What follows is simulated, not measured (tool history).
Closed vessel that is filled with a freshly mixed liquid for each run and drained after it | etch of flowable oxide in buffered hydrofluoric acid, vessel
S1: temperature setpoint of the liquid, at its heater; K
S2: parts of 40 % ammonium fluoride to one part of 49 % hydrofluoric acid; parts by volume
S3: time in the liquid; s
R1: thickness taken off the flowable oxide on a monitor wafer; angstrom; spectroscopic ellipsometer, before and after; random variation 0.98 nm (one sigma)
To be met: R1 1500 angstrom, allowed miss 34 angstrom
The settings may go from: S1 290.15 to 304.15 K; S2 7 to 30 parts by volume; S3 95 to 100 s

run    day      S1    S2  S3      R1
  1      0  296.15    19  95  1275.9
  2  0.338  294.15    19  95  1143.4
  3  0.725  292.65    19  95  1051.4
  4  0.892  293.65    19  95  1119.6
  5  1.029  293.65    24  95  928.89
  6  1.208  295.15    24  95  1017.1
  7  1.558  299.15  23.5  95  1272.6
  8  1.658  299.65  23.5  95  1325.5
  9  1.946  300.15  23.5  95  1355.2
 10  2.088  300.65  23.5  95  1394.3
 11  2.221  301.65  23.5  95  1460.7

Which of these 4 next moves meets every target?
  A  2.354  302.65  26.5  100   ?
  B  2.354  302.65    24  100   ?
  C  2.354  300.15  23.5  100   ?
  D  2.354  302.15    22   95   ?

move      R1
   A  1498.1
   B    1603
   C  1422.8
   D  1573.9
A: meets every target
B: takes the result that was furthest off past its target
C: further off than the last run
D: takes the result that was furthest off past its target
Answer: A
